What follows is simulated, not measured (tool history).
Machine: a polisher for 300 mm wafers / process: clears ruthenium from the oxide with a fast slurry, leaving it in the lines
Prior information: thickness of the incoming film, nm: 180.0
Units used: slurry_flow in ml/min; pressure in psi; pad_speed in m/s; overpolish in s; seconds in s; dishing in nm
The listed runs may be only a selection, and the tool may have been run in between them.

run  hour  slurry_flow  pressure  pad_speed  slurry_solids  overpolish  seconds  dishing
  1     0          275         3       0.96              1          26    40.79   85.817
  2     5          275       3.2       0.96              1          24   37.962   84.987
  3  13.5          275       3.3       0.96              1          23   36.684   85.662
  4    16          275       3.4       0.96              1          22   35.232   88.379
  5    21          275       3.4       0.86              1          22   37.933   80.411
  6  26.4          275       3.5       0.86              1          21     37.1   78.024

The next listed run, before its measurement:
  7  29.8          275       3.6       0.86              1          20        ?        ?

{"run 7": {"seconds": 35.841, "dishing": 75.096}}
